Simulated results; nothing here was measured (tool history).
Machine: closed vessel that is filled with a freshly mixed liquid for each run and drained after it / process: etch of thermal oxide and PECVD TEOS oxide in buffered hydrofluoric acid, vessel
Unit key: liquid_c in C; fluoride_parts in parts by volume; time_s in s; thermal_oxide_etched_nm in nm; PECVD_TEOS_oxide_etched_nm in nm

run	hour	liquid_c	fluoride_parts	time_s	thermal_oxide_etched_nm	PECVD_TEOS_oxide_etched_nm
1	0.0	23.0	9.0	60	73.902	108.630
2	4.6	23.5	9.0	60	75.075	111.090
3	12.0	23.5	9.0	35	44.280	65.384
4	15.8	23.5	9.0	45	56.787	83.828
5	23.7	23.5	9.0	65	82.301	119.620
6	28.5	24.0	9.0	65	84.003	122.500
7	34.3	24.5	9.0	65	87.719	127.020
8	37.2	25.0	9.0	65	88.849	131.270

Estimate the outcome of run 9 from the log above:
9	42.4	25.5	9.0	65	?	?

{"run 9": {"thermal_oxide_etched_nm": 91.102, "PECVD_TEOS_oxide_etched_nm": 133.8}}
